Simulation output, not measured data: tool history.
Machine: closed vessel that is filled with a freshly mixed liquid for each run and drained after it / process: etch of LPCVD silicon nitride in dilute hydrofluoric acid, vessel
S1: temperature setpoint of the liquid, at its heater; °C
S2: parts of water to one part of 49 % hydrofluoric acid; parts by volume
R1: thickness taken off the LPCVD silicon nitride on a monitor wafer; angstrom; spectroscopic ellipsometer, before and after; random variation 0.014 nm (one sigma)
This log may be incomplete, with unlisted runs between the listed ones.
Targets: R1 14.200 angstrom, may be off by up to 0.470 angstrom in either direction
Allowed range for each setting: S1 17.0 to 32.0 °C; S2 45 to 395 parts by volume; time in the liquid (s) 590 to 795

Run 1, hour 0.0: S1 24.0 °C, S2 220 parts by volume, time in the liquid (s) 795. Result: R1 17.400 angstrom.
Run 2, hour 9.2: S1 23.0 °C, S2 220 parts by volume, time in the liquid (s) 795. Result: R1 16.205 angstrom.
Run 3, hour 16.0: S1 23.0 °C, S2 220 parts by volume, time in the liquid (s) 590. Result: R1 12.143 angstrom.
Run 4, hour 24.2: S1 23.5 °C, S2 220 parts by volume, time in the liquid (s) 590. Result: R1 12.536 angstrom.
Run 5, hour 29.2: S1 24.0 °C, S2 220 parts by volume, time in the liquid (s) 590. Result: R1 13.067 angstrom.
Run 6, hour 31.8: S1 24.0 °C, S2 285 parts by volume, time in the liquid (s) 590. Result: R1 10.042 angstrom.
Run 7, hour 35.5: S1 25.5 °C, S2 285 parts by volume, time in the liquid (s) 590. Result: R1 11.061 angstrom.
Run 8, hour 42.7: S1 26.5 °C, S2 285 parts by volume, time in the liquid (s) 590. Result: R1 11.673 angstrom.
Run 9, hour 44.2: S1 27.5 °C, S2 285 parts by volume, time in the liquid (s) 590. Result: R1 12.225 angstrom.
Run 10, hour 52.8: S1 28.5 °C, S2 285 parts by volume, time in the liquid (s) 590. Result: R1 12.955 angstrom.
Run 11, hour 61.8: S1 29.0 °C, S2 285 parts by volume, time in the liquid (s) 590. Result: R1 13.531 angstrom.

Next run, 5 choices. One meets every target within its allowed miss, the rest don't. Which?
Run A, hour 70.8: S1 28.5 °C, S2 355 parts by volume, time in the liquid (s) 795. Result: R1 ?.
Run B, hour 70.8: S1 28.5 °C, S2 300 parts by volume, time in the liquid (s) 750. Result: R1 ?.
Run C, hour 70.8: S1 31.5 °C, S2 310 parts by volume, time in the liquid (s) 655. Result: R1 ?.
Run D, hour 70.8: S1 29.0 °C, S2 320 parts by volume, time in the liquid (s) 655. Result: R1 ?.
Run E, hour 70.8: S1 31.0 °C, S2 325 parts by volume, time in the liquid (s) 685. Result: R1 ?.

move      R1
   A  14.289
   B  16.005
   C  16.051
   D  13.471
   E  15.539
A: in spec on every target
B: the result that was furthest off in the last run now lies on the other side of its target
C: the result that was furthest off in the last run now lies on the other side of its target
D: misses by more than the last run did
E: the result that was furthest off in the last run now lies on the other side of its target
Move A is the one to make.
